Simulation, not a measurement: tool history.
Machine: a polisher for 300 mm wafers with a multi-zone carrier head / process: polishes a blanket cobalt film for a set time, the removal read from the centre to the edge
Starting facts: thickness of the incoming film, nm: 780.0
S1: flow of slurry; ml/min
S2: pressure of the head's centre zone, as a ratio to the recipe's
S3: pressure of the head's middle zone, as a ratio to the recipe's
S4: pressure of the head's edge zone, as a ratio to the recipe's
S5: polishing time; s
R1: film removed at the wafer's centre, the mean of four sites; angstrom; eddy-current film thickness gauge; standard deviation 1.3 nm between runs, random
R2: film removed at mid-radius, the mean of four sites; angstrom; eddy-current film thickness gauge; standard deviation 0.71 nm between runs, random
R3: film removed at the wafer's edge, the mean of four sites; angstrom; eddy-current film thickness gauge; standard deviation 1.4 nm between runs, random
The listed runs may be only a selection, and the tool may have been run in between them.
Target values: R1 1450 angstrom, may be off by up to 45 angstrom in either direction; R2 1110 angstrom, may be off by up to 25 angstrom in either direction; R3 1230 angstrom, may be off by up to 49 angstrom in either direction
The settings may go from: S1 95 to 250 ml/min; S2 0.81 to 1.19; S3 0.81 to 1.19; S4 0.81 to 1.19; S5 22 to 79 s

| run | hour | S1 | S2 | S3 | S4 | S5 | R1 | R2 | R3 |
|---|---|---|---|---|---|---|---|---|---|
| 1 | 0 | 160 | 1 | 1 | 1 | 50 | 2383.8 | 2269.4 | 2326.4 |
| 2 | 6.5 | 160 | 1 | 0.95 | 1 | 50 | 2366.8 | 2187.6 | 2307.1 |
| 3 | 13 | 160 | 1 | 0.95 | 1 | 40 | 1914.5 | 1730.8 | 1855.2 |
| 4 | 14.4 | 160 | 1 | 0.95 | 1.05 | 40 | 1907.1 | 1747.5 | 1939.9 |
| 5 | 22.6 | 150 | 1.01 | 0.91 | 1 | 37 | 1763.5 | 1532.5 | 1728.4 |
| 6 | 28.9 | 145 | 1.02 | 0.89 | 0.95 | 35 | 1676.9 | 1415 | 1615.8 |
| 7 | 34.7 | 145 | 1.04 | 0.89 | 0.91 | 32 | 1595.9 | 1293.5 | 1428.9 |
| 8 | 39.6 | 135 | 1.04 | 0.88 | 0.88 | 31 | 1514.2 | 1226.5 | 1344 |
| 9 | 40.8 | 125 | 1.05 | 0.87 | 0.86 | 31 | 1492.3 | 1209.9 | 1343.2 |
| 10 | 46 | 125 | 1.05 | 0.87 | 0.86 | 31 | 1493.7 | 1206.5 | 1347.2 |
| 11 | 54.4 | 125 | 1.06 | 0.86 | 0.85 | 30 | 1469.1 | 1165.6 | 1269.2 |

Of the 5 settings listed for the next run, only one would bring every result within its allowed miss of target. Which one?
| A | 62.8 | 170 | 0.99 | 0.81 | 0.91 | 29 | ? | ? | ? |
| B | 62.8 | 130 | 0.98 | 0.9 | 0.82 | 29 | ? | ? | ? |
| C | 62.8 | 95 | 0.94 | 0.83 | 0.94 | 32 | ? | ? | ? |
| D | 62.8 | 125 | 1.08 | 0.85 | 0.83 | 29 | ? | ? | ? |
| E | 62.8 | 135 | 1.1 | 0.82 | 0.87 | 28 | ? | ? | ? |

| move | R1 | R2 | R3 |
|---|---|---|---|
| A | 1371.2 | 1113 | 1319.7 |
| B | 1305.8 | 1172 | 1227.4 |
| C | 1313.8 | 1156.9 | 1396 |
| D | 1427.8 | 1111.3 | 1229.9 |
| E | 1420.3 | 1052.8 | 1221.9 |
A: the furthest-off result lands on target, but another misses its tolerance
B: misses by more than the last run did
C: misses by more than the last run did
D: every result within its allowed miss
E: takes the result that was furthest off past its target
The move that meets every target is D.
